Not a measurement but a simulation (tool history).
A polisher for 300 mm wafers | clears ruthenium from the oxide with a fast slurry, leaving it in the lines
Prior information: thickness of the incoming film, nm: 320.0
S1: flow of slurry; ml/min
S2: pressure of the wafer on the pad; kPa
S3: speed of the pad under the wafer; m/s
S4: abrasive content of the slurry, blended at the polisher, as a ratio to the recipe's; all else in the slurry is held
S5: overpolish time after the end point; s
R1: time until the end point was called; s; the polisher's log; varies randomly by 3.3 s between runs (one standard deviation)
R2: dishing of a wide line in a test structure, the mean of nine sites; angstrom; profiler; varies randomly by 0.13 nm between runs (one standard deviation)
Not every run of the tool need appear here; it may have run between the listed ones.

{"run": 1, "hour": 0.0, "S1": 255, "S2": 13.8, "S3": 0.86, "S4": 1.0, "S5": 17, "R1": 150.56, "R2": 281.72}
{"run": 2, "hour": 7.3, "S1": 255, "S2": 13.8, "S3": 0.68, "S4": 1.0, "S5": 17, "R1": 186.16, "R2": 227.63}
{"run": 3, "hour": 14.7, "S1": 255, "S2": 13.8, "S3": 0.68, "S4": 1.2, "S5": 17, "R1": 169.19, "R2": 248.25}
{"run": 4, "hour": 22.5, "S1": 255, "S2": 12.4, "S3": 0.64, "S4": 1.2, "S5": 17, "R1": 197.42, "R2": 220.91}
{"run": 5, "hour": 29.8, "S1": 200, "S2": 12.4, "S3": 0.64, "S4": 1.2, "S5": 17, "R1": 205.27, "R2": 216.81}
{"run": 6, "hour": 37.5, "S1": 200, "S2": 12.4, "S3": 0.78, "S4": 1.2, "S5": 17, "R1": 165.4, "R2": 253.15}
{"run": 7, "hour": 41.2, "S1": 200, "S2": 11.0, "S3": 0.74, "S4": 1.2, "S5": 17, "R1": 193.5, "R2": 227.85}

For run 8, what comes out?
{"run": 8, "hour": 44.3, "S1": 210, "S2": 6.9, "S3": 0.5, "S4": 1.2, "S5": 14, "R1": "?", "R2": "?"}

R1: 412.60 s
R2: 97.577 angstrom
